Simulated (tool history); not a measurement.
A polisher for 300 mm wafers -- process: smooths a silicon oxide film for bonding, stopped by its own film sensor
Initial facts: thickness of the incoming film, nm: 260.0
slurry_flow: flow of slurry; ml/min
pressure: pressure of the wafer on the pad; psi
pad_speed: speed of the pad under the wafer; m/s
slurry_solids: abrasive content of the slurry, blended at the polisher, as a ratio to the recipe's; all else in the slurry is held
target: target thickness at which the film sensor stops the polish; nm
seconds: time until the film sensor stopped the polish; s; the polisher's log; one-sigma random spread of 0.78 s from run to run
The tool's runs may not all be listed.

{"run": 1, "hour": 0.0, "slurry_flow": 305, "pressure": 1.4, "pad_speed": 0.86, "slurry_solids": 1, "target": 221, "seconds": 93.632}
{"run": 2, "hour": 3.1, "slurry_flow": 365, "pressure": 1.4, "pad_speed": 0.86, "slurry_solids": 1, "target": 221, "seconds": 95.394}
{"run": 3, "hour": 11.1, "slurry_flow": 365, "pressure": 1.4, "pad_speed": 0.86, "slurry_solids": 0.85, "target": 221, "seconds": 101.32}
{"run": 4, "hour": 15.4, "slurry_flow": 365, "pressure": 1.5, "pad_speed": 0.86, "slurry_solids": 0.85, "target": 221, "seconds": 98.032}
{"run": 5, "hour": 19.4, "slurry_flow": 365, "pressure": 1.5, "pad_speed": 1.02, "slurry_solids": 0.85, "target": 221, "seconds": 84.541}
{"run": 6, "hour": 24.0, "slurry_flow": 365, "pressure": 1.2, "pad_speed": 1.02, "slurry_solids": 0.85, "target": 221, "seconds": 102.14}

Predict the results of run 7:
{"run": 7, "hour": 32.3, "slurry_flow": 365, "pressure": 1.4, "pad_speed": 1.02, "slurry_solids": 0.85, "target": 221, "seconds": "?"}

{"run 7": {"seconds": 91.61}}
